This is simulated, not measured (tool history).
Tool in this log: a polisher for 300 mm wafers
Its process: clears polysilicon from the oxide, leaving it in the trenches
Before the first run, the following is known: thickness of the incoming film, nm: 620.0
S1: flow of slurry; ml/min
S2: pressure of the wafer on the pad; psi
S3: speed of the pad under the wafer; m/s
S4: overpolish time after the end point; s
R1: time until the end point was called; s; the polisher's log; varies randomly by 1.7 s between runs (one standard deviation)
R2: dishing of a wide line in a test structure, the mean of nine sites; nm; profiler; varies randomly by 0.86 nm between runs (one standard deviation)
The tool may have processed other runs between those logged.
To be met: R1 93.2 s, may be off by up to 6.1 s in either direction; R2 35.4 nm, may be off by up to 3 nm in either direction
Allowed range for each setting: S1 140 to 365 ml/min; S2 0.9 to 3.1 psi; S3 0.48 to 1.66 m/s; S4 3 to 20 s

run,hour,S1,S2,S3,S4,R1,R2
1,0,235,2,1.06,10,60.912,50.38
2,3.5,265,2,1.06,10,60.992,49.094
3,9.3,315,2,1.06,10,60.541,51.259
4,13.7,315,2,1.06,7,59.23,44.342
5,21.6,315,1.9,1.06,7,62.696,42.623
6,29.7,365,1.9,1.06,7,59.144,42.523
7,37.1,365,1.8,1.06,7,60.531,42.255
8,43.8,365,1.7,1.06,7,64.999,41.227
9,45.4,365,1.6,1.06,7,69.079,37.864
10,49,355,1.3,1.02,9,80.844,43.286
11,53.6,360,1.1,0.96,6,88.517,28.74

Next run, 4 choices. One meets every target within its allowed miss, the rest don't. Which?
A,58.2,360,0.9,0.84,7,?,?
B,58.2,365,1.1,0.76,7,?,?
C,58.2,355,1,0.82,7,?,?
D,58.2,310,1.3,0.86,8,?,?

move,R1,R2
A,111.35,28.666
B,111.7,28.598
C,108.84,29.155
D,92.408,35.93
A: further off than the last run
B: further off than the last run
C: further off than the last run
D: meets every target
Correct choice: D, which meets every target
